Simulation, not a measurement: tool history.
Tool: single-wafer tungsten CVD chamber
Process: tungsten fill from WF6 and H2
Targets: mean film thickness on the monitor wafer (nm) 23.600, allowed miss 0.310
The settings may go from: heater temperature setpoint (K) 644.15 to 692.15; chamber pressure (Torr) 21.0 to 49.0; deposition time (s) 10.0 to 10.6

run	hour	heater temperature setpoint (K)	chamber pressure (Torr)	deposition time (s)	mean film thickness on the monitor wafer (nm)
1	0.0	668.15	35.0	10.6	32.410
2	0.5	677.15	35.0	10.6	38.937
3	5.5	669.15	34.9	10.6	32.935
4	9.5	669.15	34.9	10.0	31.107
5	15.6	669.15	38.2	10.0	32.417
6	19.7	664.15	38.1	10.0	28.888
7	21.0	664.15	38.1	10.0	29.027
8	30.0	661.15	38.1	10.0	27.028
9	38.2	659.15	38.1	10.0	26.133
10	42.4	658.15	38.1	10.0	25.368
11	45.3	657.15	38.1	10.0	24.882
12	47.2	654.15	38.1	10.0	23.080

4 next moves are on the table. One of them brings every result within its allowed miss. Which?
A	49.1	654.15	38.8	10.4	?
B	49.1	651.15	40.8	10.6	?
C	49.1	655.15	35.3	10.6	?
D	49.1	655.15	34.8	10.0	?

move	mean film thickness on the monitor wafer (nm)
A	24.219
B	23.505
C	24.325
D	22.813
A: takes the result that was furthest off past its target
B: meets every target
C: takes the result that was furthest off past its target
D: further off than the last run
The right move is B.
